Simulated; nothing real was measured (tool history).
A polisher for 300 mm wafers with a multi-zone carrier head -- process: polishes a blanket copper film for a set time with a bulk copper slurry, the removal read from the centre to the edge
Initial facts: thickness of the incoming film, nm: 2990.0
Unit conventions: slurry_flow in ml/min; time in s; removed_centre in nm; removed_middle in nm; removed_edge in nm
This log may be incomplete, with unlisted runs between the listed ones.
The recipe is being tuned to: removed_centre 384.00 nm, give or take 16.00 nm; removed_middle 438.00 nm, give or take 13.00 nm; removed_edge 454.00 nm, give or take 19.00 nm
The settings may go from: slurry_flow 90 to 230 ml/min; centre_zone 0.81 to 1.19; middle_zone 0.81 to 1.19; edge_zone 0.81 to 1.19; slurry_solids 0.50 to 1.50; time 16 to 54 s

{"run": 1, "hour": 0.0, "slurry_flow": 150, "centre_zone": 1.0, "middle_zone": 1.0, "edge_zone": 1.0, "slurry_solids": 1.0, "time": 35, "removed_centre": 488.47, "removed_middle": 483.75, "removed_edge": 492.43}
{"run": 2, "hour": 8.2, "slurry_flow": 150, "centre_zone": 1.05, "middle_zone": 1.0, "edge_zone": 1.0, "slurry_solids": 1.0, "time": 35, "removed_centre": 511.36, "removed_middle": 484.12, "removed_edge": 482.93}
{"run": 3, "hour": 15.4, "slurry_flow": 140, "centre_zone": 1.0, "middle_zone": 1.0, "edge_zone": 0.99, "slurry_solids": 0.95, "time": 35, "removed_centre": 478.3, "removed_middle": 475.66, "removed_edge": 475.64}
{"run": 4, "hour": 20.1, "slurry_flow": 140, "centre_zone": 1.0, "middle_zone": 1.0, "edge_zone": 0.99, "slurry_solids": 1.1, "time": 35, "removed_centre": 508.4, "removed_middle": 498.03, "removed_edge": 493.82}
{"run": 5, "hour": 22.1, "slurry_flow": 140, "centre_zone": 1.0, "middle_zone": 0.96, "edge_zone": 0.99, "slurry_solids": 1.1, "time": 35, "removed_centre": 501.51, "removed_middle": 487.1, "removed_edge": 491.62}
{"run": 6, "hour": 29.4, "slurry_flow": 135, "centre_zone": 0.96, "middle_zone": 0.95, "edge_zone": 0.98, "slurry_solids": 1.05, "time": 35, "removed_centre": 475.07, "removed_middle": 459.98, "removed_edge": 478.6}
{"run": 7, "hour": 37.6, "slurry_flow": 130, "centre_zone": 0.92, "middle_zone": 0.97, "edge_zone": 0.98, "slurry_solids": 1.0, "time": 35, "removed_centre": 434.12, "removed_middle": 470.49, "removed_edge": 483.12}
{"run": 8, "hour": 45.2, "slurry_flow": 105, "centre_zone": 0.88, "middle_zone": 0.94, "edge_zone": 0.92, "slurry_solids": 0.85, "time": 35, "removed_centre": 381.71, "removed_middle": 409.69, "removed_edge": 423.34}
{"run": 9, "hour": 49.7, "slurry_flow": 110, "centre_zone": 0.87, "middle_zone": 0.94, "edge_zone": 0.93, "slurry_solids": 0.85, "time": 35, "removed_centre": 386.58, "removed_middle": 414.93, "removed_edge": 425.12}
{"run": 10, "hour": 50.7, "slurry_flow": 115, "centre_zone": 0.86, "middle_zone": 0.94, "edge_zone": 0.95, "slurry_solids": 0.85, "time": 35, "removed_centre": 380.25, "removed_middle": 425.28, "removed_edge": 429.71}
{"run": 11, "hour": 59.5, "slurry_flow": 115, "centre_zone": 0.86, "middle_zone": 0.94, "edge_zone": 0.97, "slurry_solids": 0.85, "time": 35, "removed_centre": 374.95, "removed_middle": 420.46, "removed_edge": 434.43}
{"run": 12, "hour": 61.1, "slurry_flow": 120, "centre_zone": 0.86, "middle_zone": 0.94, "edge_zone": 0.98, "slurry_solids": 0.85, "time": 35, "removed_centre": 384.2, "removed_middle": 427.62, "removed_edge": 431.55}

Exactly one of the 4 candidate moves below puts every result within its allowed miss. Which one?
{"run": "A", "hour": 62.7, "slurry_flow": 170, "centre_zone": 0.94, "middle_zone": 0.96, "edge_zone": 1.0, "slurry_solids": 0.9, "time": 32, "removed_centre": "?", "removed_middle": "?", "removed_edge": "?"}
{"run": "B", "hour": 62.7, "slurry_flow": 140, "centre_zone": 0.81, "middle_zone": 0.89, "edge_zone": 0.89, "slurry_solids": 0.75, "time": 38, "removed_centre": "?", "removed_middle": "?", "removed_edge": "?"}
{"run": "C", "hour": 62.7, "slurry_flow": 115, "centre_zone": 0.89, "middle_zone": 1.01, "edge_zone": 0.96, "slurry_solids": 1.0, "time": 31, "removed_centre": "?", "removed_middle": "?", "removed_edge": "?"}
{"run": "D", "hour": 62.7, "slurry_flow": 180, "centre_zone": 0.9, "middle_zone": 1.02, "edge_zone": 0.96, "slurry_solids": 0.55, "time": 36, "removed_centre": "?", "removed_middle": "?", "removed_edge": "?"}

move=A removed_centre=427.18 removed_middle=431.74 removed_edge=427.38
move=B removed_centre=394.93 removed_middle=440.29 removed_edge=441.12
move=C removed_centre=374.37 removed_middle=419.81 removed_edge=399.54
move=D removed_centre=384.67 removed_middle=425.20 removed_edge=392.54
A: lands further from the targets than the last run did
B: each result inside its tolerance
C: lands further from the targets than the last run did
D: lands further from the targets than the last run did
B is the move that brings every result within its allowed miss.
